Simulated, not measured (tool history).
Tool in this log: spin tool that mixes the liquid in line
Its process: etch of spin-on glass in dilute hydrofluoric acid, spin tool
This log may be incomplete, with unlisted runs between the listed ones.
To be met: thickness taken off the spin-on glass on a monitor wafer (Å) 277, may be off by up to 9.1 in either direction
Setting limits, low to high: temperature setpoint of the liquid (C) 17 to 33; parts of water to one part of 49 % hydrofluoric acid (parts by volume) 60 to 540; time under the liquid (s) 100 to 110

run    day  temperature setpoint of the liquid (C)  parts of water to one part of 49 % hydrofluoric acid (parts by volume)  time under the liquid (s)  thickness taken off the spin-on glass on a monitor wafer (Å)
  1      0                                      25                                                                     300                        100                                                        189.41
  2  0.346                                      28                                                                     300                        100                                                         207.9
  3  0.479                                    28.5                                                                     295                        100                                                         219.7
  4  0.554                                      26                                                                     295                        100                                                        201.78
  5  0.842                                      26                                                                     205                        100                                                        316.04
  6  0.979                                      26                                                                     260                        100                                                        237.08
  7  1.188                                    26.5                                                                     260                        100                                                         240.9
  8  1.329                                      27                                                                     260                        100                                                        243.27
  9    1.6                                    27.5                                                                     260                        100                                                         248.6
 10   1.85                                      28                                                                     260                        100                                                        253.91
 11  1.975                                    28.5                                                                     260                        100                                                        258.66
 12  2.312                                      29                                                                     260                        100                                                        261.74

Pick the move, out of 5, that brings all results within their allowed miss; only one does.
  A  2.65                                      26                                                                     220                        105                                                             ?
  B  2.65                                      28                                                                     260                        110                                                             ?
  C  2.65                                    29.5                                                                     275                        100                                                             ?
  D  2.65                                    29.5                                                                     270                        100                                                             ?
  E  2.65                                    32.5                                                                     275                        110                                                             ?

move  thickness taken off the spin-on glass on a monitor wafer (Å)
   A                                                           305
   B                                                        277.36
   C                                                        246.52
   D                                                         252.5
   E                                                         298.8
A: pushes the last run's worst result past its target
B: each result inside its tolerance
C: its largest miss is bigger than the last run's
D: its largest miss is bigger than the last run's
E: pushes the last run's worst result past its target
The right move is B.

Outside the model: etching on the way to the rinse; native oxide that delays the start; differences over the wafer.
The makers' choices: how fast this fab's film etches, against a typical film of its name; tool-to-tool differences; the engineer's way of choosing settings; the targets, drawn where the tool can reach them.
